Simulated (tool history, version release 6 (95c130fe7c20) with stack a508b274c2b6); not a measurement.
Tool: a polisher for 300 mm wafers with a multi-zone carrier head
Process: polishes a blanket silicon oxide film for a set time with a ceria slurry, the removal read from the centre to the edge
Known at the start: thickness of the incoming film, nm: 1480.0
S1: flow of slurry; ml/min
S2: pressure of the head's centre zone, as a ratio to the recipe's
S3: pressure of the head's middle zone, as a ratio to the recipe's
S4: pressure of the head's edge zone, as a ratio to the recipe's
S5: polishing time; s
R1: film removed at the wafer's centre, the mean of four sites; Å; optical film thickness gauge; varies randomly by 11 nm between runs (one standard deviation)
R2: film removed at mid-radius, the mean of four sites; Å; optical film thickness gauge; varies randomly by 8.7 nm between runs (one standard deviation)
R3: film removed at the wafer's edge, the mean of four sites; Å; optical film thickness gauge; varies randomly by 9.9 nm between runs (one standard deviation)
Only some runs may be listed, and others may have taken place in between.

run  hour   S1    S2    S3    S4  S5      R1      R2      R3
  1   0.0  160  1.00  1.00  1.00  65  4230.9  4447.6  4497.0
  2   1.8  160  1.00  1.05  1.00  65  4136.3  4564.8  4453.5
  3   3.6  175  1.02  1.08  1.02  76  5063.1  5550.3  5434.2
  4   5.7  185  1.04  1.11  1.02  83  5784.0  6286.6  5849.4
  5   7.4  185  0.97  1.11  1.02  83  5403.7  6324.6  6033.2
  6   9.3  160  0.97  1.11  1.02  83  5078.1  5981.9  5645.7
  7  13.8  185  1.00  1.12  1.03  87  5908.3  6635.2  6113.3
  8  16.7  200  0.99  1.11  1.05  91  6240.7  7128.1  6743.7

Run 9 comes next. What will it give?
  9  17.2  210  1.00  1.11  1.06  93   ?   ?   ?

Run 9 gave R1 6514.1 Å, R2 7348.3 Å, R3 6869.1 Å.
